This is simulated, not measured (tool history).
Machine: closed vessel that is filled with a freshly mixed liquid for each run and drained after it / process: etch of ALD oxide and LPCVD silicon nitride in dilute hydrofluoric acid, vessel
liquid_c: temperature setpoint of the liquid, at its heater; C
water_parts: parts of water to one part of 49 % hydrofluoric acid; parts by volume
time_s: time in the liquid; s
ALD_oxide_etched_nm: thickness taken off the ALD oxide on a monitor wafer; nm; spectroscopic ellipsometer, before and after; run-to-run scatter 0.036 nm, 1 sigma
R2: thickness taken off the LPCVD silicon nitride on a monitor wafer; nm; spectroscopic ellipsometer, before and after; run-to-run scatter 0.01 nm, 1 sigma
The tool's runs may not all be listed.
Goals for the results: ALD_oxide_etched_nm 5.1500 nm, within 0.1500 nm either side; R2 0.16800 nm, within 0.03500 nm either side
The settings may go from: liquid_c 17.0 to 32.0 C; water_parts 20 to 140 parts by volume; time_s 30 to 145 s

{"run": 1, "hour": 0.0, "liquid_c": 24.0, "water_parts": 75, "time_s": 75, "ALD_oxide_etched_nm": 14.643, "R2": 0.5636}
{"run": 2, "hour": 3.7, "liquid_c": 22.0, "water_parts": 90, "time_s": 75, "ALD_oxide_etched_nm": 10.973, "R2": 0.38302}
{"run": 3, "hour": 9.7, "liquid_c": 21.0, "water_parts": 105, "time_s": 75, "ALD_oxide_etched_nm": 8.9787, "R2": 0.32147}
{"run": 4, "hour": 13.4, "liquid_c": 20.0, "water_parts": 115, "time_s": 75, "ALD_oxide_etched_nm": 7.8246, "R2": 0.26648}
{"run": 5, "hour": 15.1, "liquid_c": 19.5, "water_parts": 125, "time_s": 75, "ALD_oxide_etched_nm": 6.9562, "R2": 0.24198}
{"run": 6, "hour": 22.9, "liquid_c": 19.0, "water_parts": 130, "time_s": 75, "ALD_oxide_etched_nm": 6.6042, "R2": 0.21399}
{"run": 7, "hour": 31.9, "liquid_c": 19.0, "water_parts": 135, "time_s": 70, "ALD_oxide_etched_nm": 5.7275, "R2": 0.20389}
{"run": 8, "hour": 37.1, "liquid_c": 17.0, "water_parts": 135, "time_s": 70, "ALD_oxide_etched_nm": 5.323, "R2": 0.17919}
{"hour": 44.0, "done": "thermometer replaced"}
{"run": 9, "hour": 44.0, "liquid_c": 17.0, "water_parts": 140, "time_s": 70, "ALD_oxide_etched_nm": 4.8579, "R2": 0.16497}

Which one of the following 4 next-run settings gets every result inside its allowed miss? There is exactly one.
{"run": "A", "hour": 50.9, "liquid_c": 21.5, "water_parts": 135, "time_s": 50, "ALD_oxide_etched_nm": "?", "R2": "?"}
{"run": "B", "hour": 50.9, "liquid_c": 31.5, "water_parts": 135, "time_s": 40, "ALD_oxide_etched_nm": "?", "R2": "?"}
{"run": "C", "hour": 50.9, "liquid_c": 18.5, "water_parts": 140, "time_s": 65, "ALD_oxide_etched_nm": "?", "R2": "?"}
{"run": "D", "hour": 50.9, "liquid_c": 19.5, "water_parts": 100, "time_s": 45, "ALD_oxide_etched_nm": "?", "R2": "?"}

move=A ALD_oxide_etched_nm=4.4313 R2=0.14274
move=B ALD_oxide_etched_nm=5.1683 R2=0.21560
move=C ALD_oxide_etched_nm=4.8993 R2=0.14644
move=D ALD_oxide_etched_nm=5.1611 R2=0.15054
A: lands further from the targets than the last run did
B: the furthest-off result lands on target, but another misses its tolerance
C: nearer than the last run, and not there yet
D: hits every target within its allowed miss
So the answer is move D, the one that meets all the targets.
